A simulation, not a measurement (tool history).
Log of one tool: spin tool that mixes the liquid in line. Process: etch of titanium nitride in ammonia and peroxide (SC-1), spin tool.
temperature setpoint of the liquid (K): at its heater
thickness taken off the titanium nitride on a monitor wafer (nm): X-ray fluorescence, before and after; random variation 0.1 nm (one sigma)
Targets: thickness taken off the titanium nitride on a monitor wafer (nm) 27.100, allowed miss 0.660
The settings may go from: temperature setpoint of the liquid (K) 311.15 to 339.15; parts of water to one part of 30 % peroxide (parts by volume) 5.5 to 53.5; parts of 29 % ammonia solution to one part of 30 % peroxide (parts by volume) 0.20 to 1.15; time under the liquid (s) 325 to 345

run  hour  temperature setpoint of the liquid (K)  parts of water to one part of 30 % peroxide (parts by volume)  parts of 29 % ammonia solution to one part of 30 % peroxide (parts by volume)  time under the liquid (s)  thickness taken off the titanium nitride on a monitor wafer (nm)
  1   0.0                                  323.15                                                           29.5                                                                           0.65                        325                                                            13.089
  2   2.0                                  323.15                                                           29.5                                                                           0.55                        325                                                            12.723
  3   6.1                                  324.65                                                           29.5                                                                           0.55                        325                                                            14.085
  4  11.2                                  325.65                                                           29.5                                                                           0.55                        325                                                            15.039
  5  12.3                                  325.65                                                           29.5                                                                           0.75                        325                                                            15.950
  6  14.8                                  325.65                                                           23.5                                                                           0.75                        325                                                            18.234
  7  17.6                                  326.65                                                           23.5                                                                           0.75                        325                                                            19.505
  8  21.4                                  327.15                                                           23.5                                                                           0.75                        325                                                            20.314
  9  23.6                                  332.15                                                           23.5                                                                           0.75                        325                                                            28.012

Which of these 5 next moves meets every target?
  A  25.8                                  332.15                                                           22.0                                                                           0.75                        325                                                                 ?
  B  25.8                                  333.15                                                           23.5                                                                           0.45                        325                                                                 ?
  C  25.8                                  332.65                                                           23.0                                                                           0.75                        325                                                                 ?
  D  25.8                                  332.15                                                           19.5                                                                           0.60                        325                                                                 ?
  E  25.8                                  331.65                                                           23.5                                                                           0.75                        345                                                                 ?

move  thickness taken off the titanium nitride on a monitor wafer (nm)
   A                                                            28.985
   B                                                            27.134
   C                                                            29.223
   D                                                            29.759
   E                                                            28.695
A: further off than the last run
B: meets every target
C: further off than the last run
D: further off than the last run
E: further off than the last run
Move B is the one to make.

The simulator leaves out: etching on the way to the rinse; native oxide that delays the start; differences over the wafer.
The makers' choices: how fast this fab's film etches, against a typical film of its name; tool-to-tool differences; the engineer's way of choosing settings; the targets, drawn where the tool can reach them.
